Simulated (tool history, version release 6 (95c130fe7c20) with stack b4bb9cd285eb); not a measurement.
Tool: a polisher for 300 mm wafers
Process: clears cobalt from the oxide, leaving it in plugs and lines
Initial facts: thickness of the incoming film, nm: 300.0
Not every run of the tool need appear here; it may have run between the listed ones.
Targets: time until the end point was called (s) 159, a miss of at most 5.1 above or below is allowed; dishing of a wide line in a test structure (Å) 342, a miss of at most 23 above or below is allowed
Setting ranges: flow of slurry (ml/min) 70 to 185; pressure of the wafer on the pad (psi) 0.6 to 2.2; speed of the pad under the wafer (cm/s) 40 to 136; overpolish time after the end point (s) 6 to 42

run,hour,flow of slurry (ml/min),pressure of the wafer on the pad (psi),speed of the pad under the wafer (cm/s),overpolish time after the end point (s),time until the end point was called (s),dishing of a wide line in a test structure (Å)
1,0,120,1.4,88,21,87.76,391.99
2,5.8,115,1.3,88,22,95.233,394.08
3,13.5,110,1.2,88,22,104.33,388.37
4,16.5,110,1.2,88,30,103.7,448.08
5,24.9,90,1.2,88,30,108.49,428.66
6,27.1,90,1.5,88,30,86.366,475.82
7,29.7,90,1.4,88,30,92.389,466.94
8,30.5,90,1.3,88,30,100.6,457.24
9,35.5,90,1.2,88,29,109.24,440.88

Which single option among these 4 for the next run brings every result within its allowed miss of target? Just one does.
A,40.5,75,1,80,22,?,?
B,40.5,70,1.1,72,20,?,?
C,40.5,90,1,68,28,?,?
D,40.5,70,1.1,78,27,?,?

move,time until the end point was called (s),dishing of a wide line in a test structure (Å)
A,146.35,312.79
B,148.18,290.17
C,158.51,348.55
D,139.06,368.46
A: nearer the targets than the last run, but a result is still out of spec
B: nearer the targets than the last run, but a result is still out of spec
C: every result within its allowed miss
D: nearer the targets than the last run, but a result is still out of spec
Answer: C

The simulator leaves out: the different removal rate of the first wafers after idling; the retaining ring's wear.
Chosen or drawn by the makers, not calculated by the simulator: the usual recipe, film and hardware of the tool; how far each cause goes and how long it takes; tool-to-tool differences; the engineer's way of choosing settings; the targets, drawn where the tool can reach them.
